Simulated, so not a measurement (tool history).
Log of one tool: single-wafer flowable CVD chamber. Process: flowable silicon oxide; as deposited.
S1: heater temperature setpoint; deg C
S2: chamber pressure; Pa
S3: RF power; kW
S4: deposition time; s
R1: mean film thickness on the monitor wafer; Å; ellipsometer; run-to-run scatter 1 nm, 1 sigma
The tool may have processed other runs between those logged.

{"run": 1, "day": 0.0, "S1": 100, "S2": 135, "S3": 2.01, "S4": 403, "R1": 3212.1}
{"run": 2, "day": 0.288, "S1": 103, "S2": 135, "S3": 2.01, "S4": 403, "R1": 2898.9}
{"run": 3, "day": 0.5, "S1": 99, "S2": 135, "S3": 2.01, "S4": 403, "R1": 3268.7}
{"run": 4, "day": 0.742, "S1": 102, "S2": 135, "S3": 2.01, "S4": 403, "R1": 2978.1}
{"run": 5, "day": 0.792, "S1": 104, "S2": 135, "S3": 2.01, "S4": 403, "R1": 2815.8}
{"run": 6, "day": 1.008, "S1": 104, "S2": 135, "S3": 2.145, "S4": 403, "R1": 2851}
{"run": 7, "day": 1.246, "S1": 106, "S2": 135, "S3": 2.145, "S4": 403, "R1": 2700.4}
{"run": 8, "day": 1.517, "S1": 107, "S2": 135, "S3": 2.145, "S4": 403, "R1": 2604.6}

Run 9 has not been measured yet. What should we expect?
{"run": 9, "day": 1.721, "S1": 108, "S2": 135, "S3": 2.145, "S4": 403, "R1": "?"}

{"run 9": {"R1": 2519.2}}
